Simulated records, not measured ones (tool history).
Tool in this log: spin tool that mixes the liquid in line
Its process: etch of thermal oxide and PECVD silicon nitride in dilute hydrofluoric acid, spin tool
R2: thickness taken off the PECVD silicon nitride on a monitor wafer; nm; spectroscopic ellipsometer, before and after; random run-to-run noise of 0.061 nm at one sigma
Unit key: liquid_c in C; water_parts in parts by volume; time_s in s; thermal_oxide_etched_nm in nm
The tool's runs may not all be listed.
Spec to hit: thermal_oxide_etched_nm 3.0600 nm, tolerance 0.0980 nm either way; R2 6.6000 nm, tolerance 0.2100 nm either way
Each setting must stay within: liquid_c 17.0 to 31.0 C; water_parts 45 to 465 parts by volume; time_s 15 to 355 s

{"run": 1, "day": 0.0, "liquid_c": 23.0, "water_parts": 255, "time_s": 180, "thermal_oxide_etched_nm": 2.2518, "R2": 3.7959}
{"run": 2, "day": 0.071, "liquid_c": 23.0, "water_parts": 220, "time_s": 180, "thermal_oxide_etched_nm": 2.7358, "R2": 4.3237}
{"run": 3, "day": 0.142, "liquid_c": 25.0, "water_parts": 220, "time_s": 180, "thermal_oxide_etched_nm": 2.9057, "R2": 4.9306}
{"run": 4, "day": 0.296, "liquid_c": 25.5, "water_parts": 225, "time_s": 180, "thermal_oxide_etched_nm": 2.9204, "R2": 5.0237}
{"run": 5, "day": 0.538, "liquid_c": 25.5, "water_parts": 225, "time_s": 125, "thermal_oxide_etched_nm": 2.0292, "R2": 3.4763}
{"run": 6, "day": 0.629, "liquid_c": 26.0, "water_parts": 225, "time_s": 130, "thermal_oxide_etched_nm": 2.1402, "R2": 3.6168}
{"run": 7, "day": 0.658, "liquid_c": 26.0, "water_parts": 225, "time_s": 130, "thermal_oxide_etched_nm": 2.1702, "R2": 3.7174}
{"run": 8, "day": 0.967, "liquid_c": 26.5, "water_parts": 230, "time_s": 135, "thermal_oxide_etched_nm": 2.2325, "R2": 3.8349}
{"run": 9, "day": 1.071, "liquid_c": 30.5, "water_parts": 250, "time_s": 195, "thermal_oxide_etched_nm": 3.2958, "R2": 6.4074}
{"run": 10, "day": 1.379, "liquid_c": 30.5, "water_parts": 255, "time_s": 200, "thermal_oxide_etched_nm": 3.2146, "R2": 6.535}
{"run": 11, "day": 1.746, "liquid_c": 30.5, "water_parts": 260, "time_s": 200, "thermal_oxide_etched_nm": 3.1644, "R2": 6.4557}
{"run": 12, "day": 1.771, "liquid_c": 31.0, "water_parts": 275, "time_s": 205, "thermal_oxide_etched_nm": 3.1055, "R2": 6.3575}

Which single option among these 4 for the next run brings every result within its allowed miss of target? Just one does.
{"run": "A", "day": 1.796, "liquid_c": 27.0, "water_parts": 260, "time_s": 230, "thermal_oxide_etched_nm": "?", "R2": "?"}
{"run": "B", "day": 1.796, "liquid_c": 29.5, "water_parts": 220, "time_s": 160, "thermal_oxide_etched_nm": "?", "R2": "?"}
{"run": "C", "day": 1.796, "liquid_c": 31.0, "water_parts": 305, "time_s": 235, "thermal_oxide_etched_nm": "?", "R2": "?"}
{"run": "D", "day": 1.796, "liquid_c": 29.5, "water_parts": 210, "time_s": 160, "thermal_oxide_etched_nm": "?", "R2": "?"}

move=A thermal_oxide_etched_nm=3.2318 R2=6.0568
move=B thermal_oxide_etched_nm=3.0354 R2=5.7882
move=C thermal_oxide_etched_nm=3.0358 R2=6.6207
move=D thermal_oxide_etched_nm=3.2214 R2=6.0697
A: misses by more than the last run did
B: misses by more than the last run did
C: all results land within tolerance of their targets
D: misses by more than the last run did
Answer: C
